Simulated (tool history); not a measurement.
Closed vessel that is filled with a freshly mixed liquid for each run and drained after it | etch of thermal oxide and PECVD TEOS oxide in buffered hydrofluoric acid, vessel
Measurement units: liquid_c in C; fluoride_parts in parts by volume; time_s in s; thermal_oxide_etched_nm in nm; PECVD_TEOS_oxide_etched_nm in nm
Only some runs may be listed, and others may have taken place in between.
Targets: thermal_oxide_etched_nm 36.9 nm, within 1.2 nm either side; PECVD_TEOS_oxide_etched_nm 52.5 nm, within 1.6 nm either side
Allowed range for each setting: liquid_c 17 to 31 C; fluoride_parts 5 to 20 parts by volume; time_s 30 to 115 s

run	day	liquid_c	fluoride_parts	time_s	thermal_oxide_etched_nm	PECVD_TEOS_oxide_etched_nm
1	0	23	12	60	61.107	87.129
2	0.208	21.5	12.5	60	53.287	74.81
3	0.354	21.5	9.5	60	68.571	98.485
4	0.379	20.5	10.5	60	59.77	86.268
5	0.662	20.5	10.5	45	45.058	64.009
6	1.012	19.5	10.5	45	43.122	60.798
7	1.296	19	10.5	45	40.618	59.567
8	1.504	19	11	45	39.315	55.944
9	1.812	18.5	11	45	38.722	54.762

4 next moves are on the table. One of them brings every result within its allowed miss. Which?
A	2.121	17.5	15.5	70	?	?
B	2.121	20	13.5	55	?	?
C	2.121	17.5	13.5	55	?	?
D	2.121	17.5	11	50	?	?

move	thermal_oxide_etched_nm	PECVD_TEOS_oxide_etched_nm
A	41.103	58.1
B	42.609	60.228
C	36.995	52.293
D	41.099	58.094
A: lands further from the targets than the last run did
B: lands further from the targets than the last run did
C: hits every target within its allowed miss
D: lands further from the targets than the last run did
Correct choice: C, which meets every target
